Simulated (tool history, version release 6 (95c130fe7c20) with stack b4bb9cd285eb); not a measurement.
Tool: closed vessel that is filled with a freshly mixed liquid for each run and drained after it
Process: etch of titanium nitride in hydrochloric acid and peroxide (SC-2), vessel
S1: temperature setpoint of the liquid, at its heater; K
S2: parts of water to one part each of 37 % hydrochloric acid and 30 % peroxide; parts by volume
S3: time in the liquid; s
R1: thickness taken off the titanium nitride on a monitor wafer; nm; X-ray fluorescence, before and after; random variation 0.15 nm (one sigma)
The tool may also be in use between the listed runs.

run	hour	S1	S2	S3	R1
1	0.0	330.15	5.5	1045	64.968
2	8.6	333.65	5.5	1045	81.177
3	10.3	332.15	5.5	1045	73.838
4	12.6	331.15	5.5	1045	69.318
5	15.2	331.15	5.5	1130	75.014
6	18.3	331.15	4.5	1130	86.328
7	20.2	329.65	4.5	1130	78.858
8	25.9	328.15	4.5	1130	71.572
9	34.7	327.15	4.5	1130	67.046
10	36.5	326.15	4.5	1130	62.584
11	43.0	325.15	4.5	1130	58.171
12	47.2	324.65	4.5	1130	56.943
13	49.3	324.15	4.5	1130	54.744

Forecast run 14:
14	57.8	319.65	4.5	1130	?

{"run 14": {"R1": 40.646}}

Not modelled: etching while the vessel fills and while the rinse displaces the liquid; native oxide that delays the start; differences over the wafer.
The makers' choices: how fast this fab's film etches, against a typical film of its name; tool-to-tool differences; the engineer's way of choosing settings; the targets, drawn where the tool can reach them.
